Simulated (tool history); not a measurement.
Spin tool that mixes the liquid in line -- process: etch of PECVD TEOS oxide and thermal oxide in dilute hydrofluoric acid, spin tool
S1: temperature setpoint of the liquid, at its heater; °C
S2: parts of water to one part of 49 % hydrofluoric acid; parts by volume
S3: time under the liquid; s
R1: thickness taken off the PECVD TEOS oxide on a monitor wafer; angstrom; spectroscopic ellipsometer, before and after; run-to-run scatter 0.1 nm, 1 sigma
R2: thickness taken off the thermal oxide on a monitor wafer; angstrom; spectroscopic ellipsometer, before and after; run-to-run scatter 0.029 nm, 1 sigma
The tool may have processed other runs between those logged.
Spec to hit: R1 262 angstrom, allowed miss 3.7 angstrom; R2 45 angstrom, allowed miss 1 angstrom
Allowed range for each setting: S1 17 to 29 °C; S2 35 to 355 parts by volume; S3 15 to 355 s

run,hour,S1,S2,S3,R1,R2
1,0,21,195,180,205.93,35.553
2,3.3,17.5,195,180,178.93,30.642
3,7.6,17.5,150,180,243.1,41.905
4,9.6,21,150,180,279.85,48.565
5,18,21,150,240,374.95,64.357
6,25.1,21,150,205,317.27,54.5
7,32.6,17,160,205,251.37,43.545
8,40.1,17.5,160,205,257.35,44.017

Which of these 5 next moves meets every target?
A,47.6,17,170,240,?,?
B,47.6,17,220,320,?,?
C,47.6,19,170,210,?,?
D,47.6,18,155,205,?,?
E,47.6,19.5,190,225,?,?

move,R1,R2
A,273.73,46.976
B,269.33,46.221
C,259.53,44.539
D,270.93,46.496
E,248.79,42.695
A: takes the biggest miss from the last run beyond its target
B: takes the biggest miss from the last run beyond its target
C: every result lands within tolerance
D: takes the biggest miss from the last run beyond its target
E: further off than the last run
The move that meets every target is C.
